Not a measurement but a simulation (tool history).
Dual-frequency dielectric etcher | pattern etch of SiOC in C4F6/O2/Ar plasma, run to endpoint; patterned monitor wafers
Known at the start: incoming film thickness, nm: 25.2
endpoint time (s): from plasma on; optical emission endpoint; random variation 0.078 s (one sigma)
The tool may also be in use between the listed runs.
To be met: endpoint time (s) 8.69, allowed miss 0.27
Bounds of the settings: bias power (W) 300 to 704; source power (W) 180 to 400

run	hour	bias power (W)	source power (W)	endpoint time (s)
1	0	502	290	9.9833
2	1.4	502	270	10.312
3	2	529	280	10.041
4	9.9	549	290	9.7538
5	10.6	477	290	10.317
6	15.1	506	300	9.8562
7	20.9	527	310	9.7269
8	24.9	548	320	9.4311
9	33.5	563	320	9.2933
10	35	575	320	9.353
11	43.4	588	330	9.1725

Which of these 4 next moves meets every target?
A	51.8	499	370	?
B	51.8	587	300	?
C	51.8	663	330	?
D	51.8	573	290	?

move	endpoint time (s)
A	9.1781
B	9.3083
C	8.6293
D	9.4954
A: as far off as the last run
B: further off than the last run
C: meets every target
D: further off than the last run
The right move is C.

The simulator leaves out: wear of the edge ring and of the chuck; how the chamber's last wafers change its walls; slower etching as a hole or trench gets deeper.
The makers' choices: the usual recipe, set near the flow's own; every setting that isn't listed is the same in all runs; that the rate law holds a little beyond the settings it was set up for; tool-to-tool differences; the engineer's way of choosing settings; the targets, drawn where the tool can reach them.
